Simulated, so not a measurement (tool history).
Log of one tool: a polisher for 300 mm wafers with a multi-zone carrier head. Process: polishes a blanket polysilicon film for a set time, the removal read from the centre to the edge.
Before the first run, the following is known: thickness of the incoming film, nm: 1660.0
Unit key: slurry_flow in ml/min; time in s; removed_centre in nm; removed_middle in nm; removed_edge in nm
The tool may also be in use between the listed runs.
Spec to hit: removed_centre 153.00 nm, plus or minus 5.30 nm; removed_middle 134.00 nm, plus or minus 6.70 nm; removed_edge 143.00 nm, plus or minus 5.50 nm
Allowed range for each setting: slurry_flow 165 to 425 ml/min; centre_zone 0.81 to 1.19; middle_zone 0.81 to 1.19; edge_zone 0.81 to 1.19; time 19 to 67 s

run,hour,slurry_flow,centre_zone,middle_zone,edge_zone,time,removed_centre,removed_middle,removed_edge
1,0.0,275,1.00,1.00,1.00,43,251.92,236.72,249.21
2,3.2,275,1.00,0.98,0.97,38,224.12,205.58,217.99
3,10.8,275,1.00,0.97,0.95,34,199.55,188.01,188.23
4,15.1,240,1.00,0.97,0.95,34,194.76,180.14,190.15
5,16.0,240,1.00,0.94,0.93,32,185.07,168.62,178.03
6,17.3,305,1.00,0.94,0.93,32,192.37,172.10,181.92
7,18.4,300,0.99,0.92,0.91,30,176.33,160.01,164.30
8,26.5,295,0.98,0.89,0.90,30,175.24,158.33,164.95
9,28.5,290,0.98,0.87,0.89,29,170.59,148.64,156.07

5 candidate next runs follow, results not yet known. Just one meets every target within its allowed miss. Identify it.
A,30.5,255,1.05,0.90,0.83,25,?,?,?
B,30.5,235,0.97,0.92,1.05,32,?,?,?
C,30.5,315,0.81,0.92,1.11,28,?,?,?
D,30.5,305,1.14,0.98,0.81,31,?,?,?
E,30.5,360,0.97,0.87,0.87,26,?,?,?

move,removed_centre,removed_middle,removed_edge
A,149.16,127.30,130.15
B,177.59,164.06,184.35
C,141.42,148.73,170.34
D,201.83,172.66,162.04
E,152.00,133.62,142.19
A: the worst result of the last run now meets its target, but another is out of spec
B: misses by more than the last run did
C: moves the result that the last run missed by most past its target, out the other side
D: misses by more than the last run did
E: every result within its allowed miss
The move that meets every target is E.
